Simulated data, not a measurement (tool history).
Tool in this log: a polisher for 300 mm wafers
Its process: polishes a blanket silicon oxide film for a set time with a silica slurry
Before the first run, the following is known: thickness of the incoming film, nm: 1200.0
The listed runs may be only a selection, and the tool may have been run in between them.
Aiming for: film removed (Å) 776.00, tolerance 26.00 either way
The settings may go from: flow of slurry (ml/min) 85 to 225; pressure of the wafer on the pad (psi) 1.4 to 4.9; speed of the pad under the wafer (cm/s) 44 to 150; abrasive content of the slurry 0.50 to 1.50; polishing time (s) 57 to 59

| run | hour | flow of slurry (ml/min) | pressure of the wafer on the pad (psi) | speed of the pad under the wafer (cm/s) | abrasive content of the slurry | polishing time (s) | film removed (Å) |
|---|---|---|---|---|---|---|---|
| 1 | 0.0 | 145 | 3.1 | 96 | 1.00 | 57 | 1101.80 |
| 2 | 2.0 | 140 | 2.8 | 96 | 1.00 | 57 | 972.58 |
| 3 | 7.7 | 135 | 2.7 | 96 | 1.00 | 57 | 933.06 |
| 4 | 12.8 | 155 | 2.7 | 96 | 1.00 | 57 | 968.32 |
| 5 | 14.4 | 145 | 2.6 | 96 | 1.00 | 57 | 922.82 |
| 6 | 16.0 | 135 | 2.5 | 96 | 1.00 | 57 | 873.59 |
| 7 | 18.5 | 105 | 2.2 | 96 | 1.00 | 57 | 730.41 |
| 8 | 26.7 | 110 | 2.2 | 96 | 1.00 | 57 | 734.62 |

Pick the move, out of 5, that brings all results within their allowed miss; only one does.
| A | 34.9 | 110 | 2.4 | 98 | 1.00 | 59 | ? |
| B | 34.9 | 150 | 2.1 | 104 | 1.05 | 59 | ? |
| C | 34.9 | 100 | 2.8 | 90 | 0.75 | 59 | ? |
| D | 34.9 | 85 | 2.2 | 106 | 1.15 | 57 | ? |
| E | 34.9 | 100 | 2.3 | 108 | 1.00 | 58 | ? |

| move | film removed (Å) |
|---|---|
| A | 852.87 |
| B | 845.77 |
| C | 818.25 |
| D | 788.18 |
| E | 840.79 |
A: takes the biggest miss from the last run beyond its target
B: takes the biggest miss from the last run beyond its target
C: takes the biggest miss from the last run beyond its target
D: meets every target
E: takes the biggest miss from the last run beyond its target
D meets every target.

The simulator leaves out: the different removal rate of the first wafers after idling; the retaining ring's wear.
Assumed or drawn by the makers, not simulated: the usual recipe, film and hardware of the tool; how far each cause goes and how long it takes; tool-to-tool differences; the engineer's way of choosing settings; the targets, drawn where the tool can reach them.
